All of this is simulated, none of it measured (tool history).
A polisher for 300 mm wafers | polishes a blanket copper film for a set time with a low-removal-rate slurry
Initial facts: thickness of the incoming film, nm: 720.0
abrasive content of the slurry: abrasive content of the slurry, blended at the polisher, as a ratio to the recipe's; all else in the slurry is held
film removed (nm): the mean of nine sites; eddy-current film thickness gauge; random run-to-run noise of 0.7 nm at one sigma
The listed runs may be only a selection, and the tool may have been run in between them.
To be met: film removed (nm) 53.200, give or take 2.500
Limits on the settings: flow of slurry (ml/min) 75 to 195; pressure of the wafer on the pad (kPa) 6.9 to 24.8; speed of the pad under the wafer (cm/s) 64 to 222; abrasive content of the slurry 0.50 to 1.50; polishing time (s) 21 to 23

| run | day | flow of slurry (ml/min) | pressure of the wafer on the pad (kPa) | speed of the pad under the wafer (cm/s) | abrasive content of the slurry | polishing time (s) | film removed (nm) |
|---|---|---|---|---|---|---|---|
| 1 | 0.000 | 125 | 15.9 | 142 | 1.00 | 23 | 79.626 |
| 2 | 0.138 | 125 | 15.9 | 142 | 0.90 | 23 | 77.333 |
| 3 | 0.162 | 125 | 15.9 | 142 | 0.90 | 21 | 69.648 |
| 4 | 0.475 | 125 | 15.2 | 142 | 0.90 | 21 | 67.520 |
| 5 | 0.629 | 125 | 17.9 | 142 | 0.90 | 21 | 77.672 |
| 6 | 1.000 | 125 | 17.9 | 142 | 0.90 | 21 | 77.995 |
| 7 | 1.112 | 125 | 17.2 | 142 | 0.90 | 21 | 75.275 |
| 8 | 1.350 | 125 | 16.5 | 142 | 0.90 | 21 | 71.515 |

Next run, 4 choices. One meets every target within its allowed miss, the rest don't. Which?
| A | 1.588 | 130 | 16.5 | 160 | 1.05 | 21 | ? |
| B | 1.588 | 120 | 13.1 | 94 | 0.80 | 21 | ? |
| C | 1.588 | 115 | 19.3 | 102 | 1.20 | 21 | ? |
| D | 1.588 | 125 | 13.8 | 114 | 1.00 | 21 | ? |

| move | film removed (nm) |
|---|---|
| A | 84.049 |
| B | 43.545 |
| C | 67.524 |
| D | 55.017 |
A: the biggest miss grows against the last run
B: moves the result that the last run missed by most past its target, out the other side
C: moves toward the targets from the last run without getting all of them in spec
D: hits every target within its allowed miss
D meets every target.
